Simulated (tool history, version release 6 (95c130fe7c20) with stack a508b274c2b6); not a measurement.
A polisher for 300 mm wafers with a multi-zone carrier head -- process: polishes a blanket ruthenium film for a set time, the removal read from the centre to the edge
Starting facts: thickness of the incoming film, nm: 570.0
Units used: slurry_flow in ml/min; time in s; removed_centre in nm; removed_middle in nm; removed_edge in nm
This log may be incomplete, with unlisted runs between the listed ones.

run 1 hour=0.0 | slurry_flow=305 centre_zone=1.00 middle_zone=1.00 edge_zone=1.00 time=37 | removed_centre=44.797 removed_middle=42.919 removed_edge=43.804
run 2 hour=6.1 | slurry_flow=305 centre_zone=0.99 middle_zone=0.98 edge_zone=0.97 time=35 | removed_centre=42.280 removed_middle=40.591 removed_edge=41.173
run 3 hour=13.4 | slurry_flow=305 centre_zone=0.94 middle_zone=0.98 edge_zone=0.97 time=35 | removed_centre=40.279 removed_middle=39.975 removed_edge=41.609
run 4 hour=18.5 | slurry_flow=305 centre_zone=0.95 middle_zone=0.96 edge_zone=0.95 time=33 | removed_centre=37.449 removed_middle=36.902 removed_edge=39.024
run 5 hour=21.9 | slurry_flow=305 centre_zone=0.97 middle_zone=0.95 edge_zone=0.93 time=32 | removed_centre=36.710 removed_middle=36.360 removed_edge=37.482
run 6 hour=30.6 | slurry_flow=300 centre_zone=0.99 middle_zone=0.93 edge_zone=0.91 time=31 | removed_centre=37.154 removed_middle=34.169 removed_edge=35.771
run 7 hour=38.0 | slurry_flow=275 centre_zone=0.93 middle_zone=0.88 edge_zone=0.81 time=28 | removed_centre=31.392 removed_middle=29.454 removed_edge=30.463

Estimate the outcome of run 8 from the log above:
run 8 hour=39.8 | slurry_flow=285 centre_zone=0.94 middle_zone=0.88 edge_zone=0.82 time=28 | removed_centre=? removed_middle=? removed_edge=?

{"run 8": {"removed_centre": 32.25, "removed_middle": 29.697, "removed_edge": 30.415}}
